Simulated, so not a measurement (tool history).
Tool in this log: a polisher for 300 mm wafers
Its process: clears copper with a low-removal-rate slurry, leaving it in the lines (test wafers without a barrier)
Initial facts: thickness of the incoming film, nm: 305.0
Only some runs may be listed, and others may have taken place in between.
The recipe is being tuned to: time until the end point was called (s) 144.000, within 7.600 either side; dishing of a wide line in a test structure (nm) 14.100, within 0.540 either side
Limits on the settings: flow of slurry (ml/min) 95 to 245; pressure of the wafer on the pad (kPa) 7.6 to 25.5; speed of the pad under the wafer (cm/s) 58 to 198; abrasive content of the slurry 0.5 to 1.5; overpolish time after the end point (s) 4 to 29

run,hour,flow of slurry (ml/min),pressure of the wafer on the pad (kPa),speed of the pad under the wafer (cm/s),abrasive content of the slurry,overpolish time after the end point (s),time until the end point was called (s),dishing of a wide line in a test structure (nm)
1,0.0,155,16.5,128,1.0,15,83.743,32.607
2,4.7,165,14.5,122,1.0,13,97.530,25.636
3,10.2,195,14.5,122,1.0,13,94.590,26.342
4,13.3,200,12.4,118,1.0,12,111.160,20.515
5,14.7,200,11.0,118,1.0,12,121.770,18.969
6,23.2,200,11.0,118,1.0,8,122.330,13.078
7,30.1,190,10.3,116,1.0,9,134.710,13.266
8,37.6,185,10.3,116,1.0,9,132.770,13.474
9,44.7,180,10.3,116,1.0,9,133.680,13.567
10,50.3,175,10.3,116,1.0,9,133.430,13.403
11,57.6,175,10.3,116,1.0,9,136.990,13.314

Exactly one of the 4 candidate moves below puts every result within its allowed miss. Which one?
A,64.9,165,11.0,104,1.0,10,?,?
B,64.9,100,10.3,140,0.7,11,?,?
C,64.9,225,7.6,130,0.9,12,?,?
D,64.9,180,9.7,128,1.1,9,?,?

move,time until the end point was called (s),dishing of a wide line in a test structure (nm)
A,146.540,14.056
B,144.350,15.511
C,159.840,15.114
D,129.320,14.246
A: every result within its allowed miss
B: moves the result that the last run missed by most past its target, out the other side
C: moves the result that the last run missed by most past its target, out the other side
D: meets the target for the result that was furthest off, but another lies outside its allowed miss
So the answer is move A, the one that meets all the targets.
